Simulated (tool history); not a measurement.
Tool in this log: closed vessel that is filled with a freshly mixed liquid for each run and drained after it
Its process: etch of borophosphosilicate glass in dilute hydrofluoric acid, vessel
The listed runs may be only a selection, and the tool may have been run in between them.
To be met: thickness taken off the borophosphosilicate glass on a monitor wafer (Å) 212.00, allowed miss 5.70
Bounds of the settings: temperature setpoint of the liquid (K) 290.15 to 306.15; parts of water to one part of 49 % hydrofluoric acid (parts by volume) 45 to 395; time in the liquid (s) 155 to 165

run,hour,temperature setpoint of the liquid (K),parts of water to one part of 49 % hydrofluoric acid (parts by volume),time in the liquid (s),thickness taken off the borophosphosilicate glass on a monitor wafer (Å)
1,0.0,298.15,220,155,256.19
2,1.9,297.15,220,155,250.42
3,10.5,296.15,220,155,234.44
4,12.5,296.15,220,155,236.18
5,21.1,295.65,220,155,230.87
6,24.1,295.65,220,165,248.18
7,30.9,295.15,220,165,244.04
8,38.2,291.15,225,165,204.31

Pick the move, out of 5, that brings all results within their allowed miss; only one does.
A,45.5,290.65,215,165,?
B,45.5,290.15,225,165,?
C,45.5,290.15,220,155,?
D,45.5,292.15,235,165,?
E,45.5,293.15,240,160,?

move,thickness taken off the borophosphosilicate glass on a monitor wafer (Å)
A,208.68
B,193.77
C,187.00
D,198.68
E,195.04
A: every result within its allowed miss
B: the biggest miss grows against the last run
C: the biggest miss grows against the last run
D: the biggest miss grows against the last run
E: the biggest miss grows against the last run
The move that meets every target is A.
